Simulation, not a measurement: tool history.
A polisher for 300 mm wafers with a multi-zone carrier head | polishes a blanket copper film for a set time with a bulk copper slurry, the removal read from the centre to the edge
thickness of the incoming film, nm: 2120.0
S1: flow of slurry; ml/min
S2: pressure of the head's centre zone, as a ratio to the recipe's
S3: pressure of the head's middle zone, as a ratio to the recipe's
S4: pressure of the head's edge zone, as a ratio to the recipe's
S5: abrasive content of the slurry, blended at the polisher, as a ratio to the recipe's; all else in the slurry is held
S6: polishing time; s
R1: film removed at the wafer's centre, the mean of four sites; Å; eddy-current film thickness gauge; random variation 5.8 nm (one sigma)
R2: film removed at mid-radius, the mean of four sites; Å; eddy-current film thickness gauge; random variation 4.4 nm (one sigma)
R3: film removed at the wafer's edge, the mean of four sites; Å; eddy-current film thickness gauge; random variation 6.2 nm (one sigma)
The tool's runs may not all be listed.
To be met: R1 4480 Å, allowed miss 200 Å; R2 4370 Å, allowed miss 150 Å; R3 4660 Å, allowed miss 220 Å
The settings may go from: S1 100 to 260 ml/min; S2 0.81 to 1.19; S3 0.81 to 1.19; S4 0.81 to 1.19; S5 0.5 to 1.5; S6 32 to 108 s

| run | day | S1 | S2 | S3 | S4 | S5 | S6 | R1 | R2 | R3 |
|---|---|---|---|---|---|---|---|---|---|---|
| 1 | 0 | 165 | 1 | 1 | 1 | 1 | 70 | 6231 | 6465.4 | 6329.6 |
| 2 | 0.304 | 165 | 1 | 0.95 | 1 | 1 | 70 | 6278.4 | 6105.5 | 6128.4 |
| 3 | 0.417 | 165 | 1 | 0.98 | 1 | 1 | 70 | 6247.8 | 6277.2 | 6163.5 |
| 4 | 0.475 | 185 | 1 | 0.98 | 1 | 1 | 70 | 6267.9 | 6279.4 | 6204 |
| 5 | 0.804 | 185 | 1 | 0.98 | 0.93 | 1 | 70 | 6213.6 | 6424.9 | 5955 |
| 6 | 0.888 | 185 | 0.97 | 0.95 | 0.94 | 0.9 | 68 | 5829.9 | 5880 | 5953.3 |
| 7 | 1.025 | 185 | 0.97 | 0.94 | 0.93 | 0.85 | 64 | 5506.9 | 5472.7 | 5475 |
| 8 | 1.05 | 185 | 0.96 | 0.93 | 0.91 | 0.8 | 62 | 5117.8 | 5244.5 | 5122.9 |
| 9 | 1.388 | 180 | 0.95 | 0.9 | 0.9 | 0.75 | 62 | 4962.8 | 4989.1 | 4927.7 |
| 10 | 1.562 | 170 | 0.94 | 0.88 | 0.91 | 0.75 | 62 | 4907.3 | 4797.5 | 5082.9 |
| 11 | 1.65 | 165 | 0.94 | 0.87 | 0.9 | 0.7 | 62 | 4784.7 | 4640.7 | 4970.7 |
| 12 | 1.896 | 160 | 0.94 | 0.87 | 0.89 | 0.7 | 62 | 4747.3 | 4669.2 | 4872.5 |
| 13 | 1.942 | 155 | 0.94 | 0.86 | 0.89 | 0.7 | 62 | 4717.3 | 4516.3 | 4835.4 |
| 14 | 2.171 | 150 | 0.94 | 0.86 | 0.88 | 0.7 | 62 | 4719.3 | 4493.4 | 4778.5 |

Which of these 5 next moves meets every target?
| A | 2.4 | 225 | 0.93 | 0.87 | 0.95 | 0.8 | 54 | ? | ? | ? |
| B | 2.4 | 175 | 0.86 | 0.86 | 0.91 | 0.6 | 64 | ? | ? | ? |
| C | 2.4 | 180 | 0.88 | 0.94 | 0.82 | 0.65 | 60 | ? | ? | ? |
| D | 2.4 | 135 | 0.9 | 0.84 | 0.99 | 0.65 | 70 | ? | ? | ? |
| E | 2.4 | 130 | 0.87 | 0.82 | 0.95 | 0.65 | 67 | ? | ? | ? |

| move | R1 | R2 | R3 |
|---|---|---|---|
| A | 4406.7 | 4449 | 4667.4 |
| B | 4384.1 | 4766.8 | 4994.6 |
| C | 4294.8 | 4906.7 | 4546.3 |
| D | 4828.5 | 4947.6 | 5577 |
| E | 4425.3 | 4607.2 | 5206.2 |
A: meets every target
B: brings the result that was furthest off to its target, and leaves another outside
C: brings the result that was furthest off to its target, and leaves another outside
D: further off than the last run
E: brings the result that was furthest off to its target, and leaves another outside
Answer: A
